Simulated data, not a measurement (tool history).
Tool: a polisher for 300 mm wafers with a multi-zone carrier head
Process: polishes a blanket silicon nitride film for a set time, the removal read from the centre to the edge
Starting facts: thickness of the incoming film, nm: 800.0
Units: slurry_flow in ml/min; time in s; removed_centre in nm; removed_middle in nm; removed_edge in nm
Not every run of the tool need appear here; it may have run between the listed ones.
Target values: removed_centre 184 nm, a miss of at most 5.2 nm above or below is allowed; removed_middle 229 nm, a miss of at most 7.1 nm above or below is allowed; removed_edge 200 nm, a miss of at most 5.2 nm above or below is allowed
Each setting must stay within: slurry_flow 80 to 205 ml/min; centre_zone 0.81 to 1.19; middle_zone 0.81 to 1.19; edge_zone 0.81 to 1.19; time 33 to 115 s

run  hour  slurry_flow  centre_zone  middle_zone  edge_zone  time  removed_centre  removed_middle  removed_edge
  1     0          135            1            1          1    73          167.12          163.82        166.73
  2   4.9          135            1            1          1    85          195.65          192.98        194.58
  3    12          140         0.98         1.03          1    85          189.69          202.14        195.08
  4  19.8          145         0.97         1.04          1    85          190.65           201.9        195.13
  5  26.9          145         0.96         1.06       1.01    85          189.63          203.02        195.47
  6  33.5          145         0.96         1.06       0.95    85           191.2           203.8        190.48
  7  39.1          150         0.95         1.08       0.96    85          191.52          206.39        191.37
  8  48.1          150         0.94          1.1       0.97    85          187.25          209.71         196.4
  9  53.8          150         0.93         1.12       0.96    85          186.16           216.6        192.64
 10  62.8          150         0.93         1.13       0.97    85          184.99          215.37        194.49

Below are 4 possible settings for the next run. Only one of them brings all results inside the allowed miss of their targets. Which is it?
  A  71.8          135         0.92         1.19       0.99    87               ?               ?             ?
  B  71.8          165         0.82         1.19       1.02    85               ?               ?             ?
  C  71.8          140          0.9         1.16       0.96    83               ?               ?             ?
  D  71.8          145         0.85         1.14       0.97    84               ?               ?             ?

move  removed_centre  removed_middle  removed_edge
   A          184.91          225.64        197.55
   B          169.94          227.54        200.24
   C           174.3          212.22        186.57
   D          169.18          213.08        190.55
A: every result within its allowed miss
B: gets the furthest-off result to its target, but another result is out of tolerance
C: further off than the last run
D: further off than the last run
The right move is A.

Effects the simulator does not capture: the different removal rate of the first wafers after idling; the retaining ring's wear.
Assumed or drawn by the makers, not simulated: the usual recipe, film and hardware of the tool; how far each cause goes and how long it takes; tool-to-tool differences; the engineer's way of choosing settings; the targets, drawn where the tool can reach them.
